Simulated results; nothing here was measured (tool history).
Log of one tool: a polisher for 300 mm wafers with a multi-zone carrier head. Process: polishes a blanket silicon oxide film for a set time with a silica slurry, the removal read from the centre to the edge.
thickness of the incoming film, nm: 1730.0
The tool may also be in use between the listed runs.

run	hour	flow of slurry (ml/min)	pressure of the head's centre zone	pressure of the head's middle zone	pressure of the head's edge zone	abrasive content of the slurry	polishing time (s)	film removed at the wafer's centre (nm)	film removed at mid-radius (nm)	film removed at the wafer's edge (nm)
1	0.0	165	1.00	1.00	1.00	1.00	73	175.970	179.39	179.83
2	7.4	165	0.99	1.01	0.97	0.90	67	156.420	158.75	155.68
3	11.8	160	0.97	1.02	0.95	0.85	62	136.330	144.43	134.03
4	20.9	150	0.95	1.00	0.93	0.80	60	122.490	130.37	128.22
5	26.5	150	0.95	1.00	0.93	0.65	60	111.410	118.14	114.34
6	33.8	150	0.95	1.05	0.93	0.65	60	108.530	121.86	113.15
7	41.6	150	0.95	1.05	0.92	0.60	58	102.580	114.52	104.65

Run 8 comes next. What will it give?
8	45.1	150	0.95	1.05	0.91	0.60	57	?	?	?

Run 8 gave film removed at the wafer's centre (nm) 99.848, film removed at mid-radius (nm) 112.45, film removed at the wafer's edge (nm) 101.21.

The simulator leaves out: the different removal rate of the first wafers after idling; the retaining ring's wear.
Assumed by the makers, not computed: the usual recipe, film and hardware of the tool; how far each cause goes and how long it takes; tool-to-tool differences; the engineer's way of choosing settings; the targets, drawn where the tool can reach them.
